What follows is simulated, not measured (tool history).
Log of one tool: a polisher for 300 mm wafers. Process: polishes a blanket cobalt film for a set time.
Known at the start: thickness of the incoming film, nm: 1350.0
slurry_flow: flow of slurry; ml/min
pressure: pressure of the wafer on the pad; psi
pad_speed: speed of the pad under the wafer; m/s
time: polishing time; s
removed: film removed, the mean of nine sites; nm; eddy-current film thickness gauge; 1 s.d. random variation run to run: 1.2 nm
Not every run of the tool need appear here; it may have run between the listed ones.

run  hour  slurry_flow  pressure  pad_speed  time  removed
  1   0.0          175       2.2       1.14    41  264.920
  2   8.8          175       2.0       1.04    40  215.790
  3  13.6          175       2.4       1.04    40  260.170
  4  15.6          175       2.4       1.04    36  234.790
  5  17.1          175       2.4       1.04    41  256.150
  6  21.4          205       2.4       1.04    41  270.890
  7  28.3          200       2.2       0.96    40  218.800
  8  28.9          200       2.0       0.90    40  185.450
  9  37.8          200       1.9       0.86    40  172.300
 10  40.2          200       1.8       0.82    40  157.970
 11  43.6          200       1.2       0.52    38   65.562
 12  50.4          205       1.2       0.52    38   67.472
 13  54.3          210       1.2       0.52    38   67.799
 14  62.0          215       1.2       0.52    38   66.981
 15  64.9          215       1.7       0.54    38   95.991
 16  69.1          210       1.7       0.54    38   97.380

Run 17, settings as shown, results not yet in. Your forecast:
 17  76.4          210       1.3       0.52    38        ?

Logged for run 17: removed 72.073 nm.

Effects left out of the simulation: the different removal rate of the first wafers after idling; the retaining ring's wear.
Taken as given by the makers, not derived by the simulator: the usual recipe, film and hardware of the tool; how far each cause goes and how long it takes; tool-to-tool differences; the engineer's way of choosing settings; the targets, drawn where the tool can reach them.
